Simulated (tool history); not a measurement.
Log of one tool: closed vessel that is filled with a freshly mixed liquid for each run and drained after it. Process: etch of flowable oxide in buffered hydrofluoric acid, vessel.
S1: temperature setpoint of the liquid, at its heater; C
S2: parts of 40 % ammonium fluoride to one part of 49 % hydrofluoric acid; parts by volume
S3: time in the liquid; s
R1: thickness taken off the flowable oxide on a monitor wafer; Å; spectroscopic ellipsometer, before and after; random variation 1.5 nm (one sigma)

Run 1, day 0: S1 25 C, S2 9 parts by volume, S3 30 s. Result: R1 948.76 Å.
Run 2, day 0.179: S1 22.5 C, S2 9 parts by volume, S3 30 s. Result: R1 828.57 Å.
Run 3, day 0.233: S1 25.5 C, S2 8.5 parts by volume, S3 30 s. Result: R1 1035.6 Å.
Run 4, day 0.421: S1 27.5 C, S2 8 parts by volume, S3 30 s. Result: R1 1224.7 Å.
Run 5, day 0.754: S1 29 C, S2 8 parts by volume, S3 30 s. Result: R1 1324.1 Å.
Run 6, day 0.917: S1 30 C, S2 7.5 parts by volume, S3 30 s. Result: R1 1500 Å.

Run 7 comes next. What will it give?
Run 7, day 1.129: S1 30.5 C, S2 7.5 parts by volume, S3 30 s. Result: R1 ?.

{"run 7": {"R1": 1537.6}}
